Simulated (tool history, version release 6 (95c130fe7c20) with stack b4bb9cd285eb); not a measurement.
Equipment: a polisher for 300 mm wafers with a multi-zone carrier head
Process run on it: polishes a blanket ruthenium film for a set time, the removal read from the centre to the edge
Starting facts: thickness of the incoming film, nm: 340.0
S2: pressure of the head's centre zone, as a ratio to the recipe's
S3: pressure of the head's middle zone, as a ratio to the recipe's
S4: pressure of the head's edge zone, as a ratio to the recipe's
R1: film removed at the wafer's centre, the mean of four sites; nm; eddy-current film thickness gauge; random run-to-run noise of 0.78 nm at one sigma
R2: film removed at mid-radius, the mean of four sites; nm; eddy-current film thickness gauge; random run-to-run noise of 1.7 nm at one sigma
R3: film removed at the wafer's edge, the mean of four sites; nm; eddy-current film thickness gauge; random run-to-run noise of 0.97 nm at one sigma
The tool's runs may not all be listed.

run 1 hour=0 | flow_of_slurry_(ml/min)=265 S2=1 S3=1 S4=1 polishing_time_(s)=74 | R1=121.81 R2=125.18 R3=121.4
run 2 hour=1.6 | flow_of_slurry_(ml/min)=265 S2=1 S3=1 S4=0.95 polishing_time_(s)=74 | R1=122.86 R2=122.87 R3=119.27
run 3 hour=2.5 | flow_of_slurry_(ml/min)=265 S2=1 S3=1 S4=0.95 polishing_time_(s)=64 | R1=105.34 R2=108.51 R3=102.36
run 4 hour=9.3 | flow_of_slurry_(ml/min)=275 S2=1 S3=1.02 S4=0.97 polishing_time_(s)=64 | R1=105.75 R2=109.95 R3=105.09
run 5 hour=13 | flow_of_slurry_(ml/min)=275 S2=1.05 S3=1.02 S4=0.97 polishing_time_(s)=64 | R1=112.87 R2=107.89 R3=105.87
run 6 hour=14.9 | flow_of_slurry_(ml/min)=280 S2=1.04 S3=1.05 S4=0.98 polishing_time_(s)=64 | R1=112.51 R2=112.39 R3=104.02
run 7 hour=20.4 | flow_of_slurry_(ml/min)=285 S2=1.03 S3=1.06 S4=1 polishing_time_(s)=65 | R1=113.12 R2=117.53 R3=106.66

For run 8, what comes out?
run 8 hour=22.6 | flow_of_slurry_(ml/min)=285 S2=1.02 S3=1.06 S4=1.02 polishing_time_(s)=65 | R1=? R2=? R3=?

Run 8 gave R1 109.55 nm, R2 116.93 nm, R3 109.69 nm.
